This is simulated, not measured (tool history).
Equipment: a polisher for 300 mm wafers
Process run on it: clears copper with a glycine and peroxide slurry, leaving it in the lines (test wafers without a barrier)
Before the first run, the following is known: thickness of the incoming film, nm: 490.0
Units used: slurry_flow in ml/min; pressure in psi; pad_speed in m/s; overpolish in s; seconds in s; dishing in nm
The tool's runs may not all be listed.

| run | day | slurry_flow | pressure | pad_speed | overpolish | seconds | dishing |
|---|---|---|---|---|---|---|---|
| 1 | 0.000 | 215 | 1.9 | 0.78 | 16 | 177.64 | 27.957 |
| 2 | 0.362 | 215 | 1.9 | 0.60 | 16 | 210.12 | 25.102 |
| 3 | 0.721 | 180 | 1.9 | 0.60 | 16 | 220.59 | 24.123 |
| 4 | 0.746 | 180 | 1.8 | 0.58 | 15 | 231.35 | 22.497 |
| 5 | 0.971 | 180 | 1.8 | 0.58 | 11 | 228.71 | 16.782 |
| 6 | 1.142 | 180 | 1.7 | 0.56 | 11 | 247.50 | 16.209 |
| 7 | 1.258 | 180 | 1.6 | 0.56 | 11 | 258.73 | 15.396 |

Run 8, settings as shown, results not yet in. Your forecast:
| 8 | 1.367 | 180 | 1.5 | 0.56 | 11 | ? | ? |

seconds: 253.28 s
dishing: 14.770 nm

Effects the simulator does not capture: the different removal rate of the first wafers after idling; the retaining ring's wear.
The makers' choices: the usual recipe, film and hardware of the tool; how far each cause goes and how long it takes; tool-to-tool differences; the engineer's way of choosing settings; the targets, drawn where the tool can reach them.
